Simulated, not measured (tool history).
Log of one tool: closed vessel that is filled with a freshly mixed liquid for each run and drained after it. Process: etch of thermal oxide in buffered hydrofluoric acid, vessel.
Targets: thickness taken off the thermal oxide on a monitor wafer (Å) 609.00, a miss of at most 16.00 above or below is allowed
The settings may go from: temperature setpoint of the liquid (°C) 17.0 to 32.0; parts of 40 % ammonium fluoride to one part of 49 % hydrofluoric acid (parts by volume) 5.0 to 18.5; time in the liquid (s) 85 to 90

run	day	temperature setpoint of the liquid (°C)	parts of 40 % ammonium fluoride to one part of 49 % hydrofluoric acid (parts by volume)	time in the liquid (s)	thickness taken off the thermal oxide on a monitor wafer (Å)
1	0.000	24.0	11.5	85	736.31
2	0.238	24.0	9.0	85	910.05
3	0.312	24.0	9.0	85	897.96
4	0.358	20.5	9.0	85	738.05
# day 0.483: thermometer replaced
5	0.483	19.5	9.0	85	776.25
6	0.721	18.5	9.5	85	707.61
7	0.804	18.5	9.5	85	716.24
8	0.996	18.0	10.0	85	674.52

Next run, 4 choices. One meets every target within its allowed miss, the rest don't. Which?
A	1.188	20.0	11.5	85	?
B	1.188	17.5	11.5	85	?
C	1.188	19.0	11.0	85	?
D	1.188	17.0	10.5	85	?

move	thickness taken off the thermal oxide on a monitor wafer (Å)
A	654.20
B	568.05
C	645.89
D	603.35
A: nearer the targets than the last run, but a result is still out of spec
B: moves the result that the last run missed by most past its target, out the other side
C: nearer the targets than the last run, but a result is still out of spec
D: hits every target within its allowed miss
D is the move that brings every result within its allowed miss.

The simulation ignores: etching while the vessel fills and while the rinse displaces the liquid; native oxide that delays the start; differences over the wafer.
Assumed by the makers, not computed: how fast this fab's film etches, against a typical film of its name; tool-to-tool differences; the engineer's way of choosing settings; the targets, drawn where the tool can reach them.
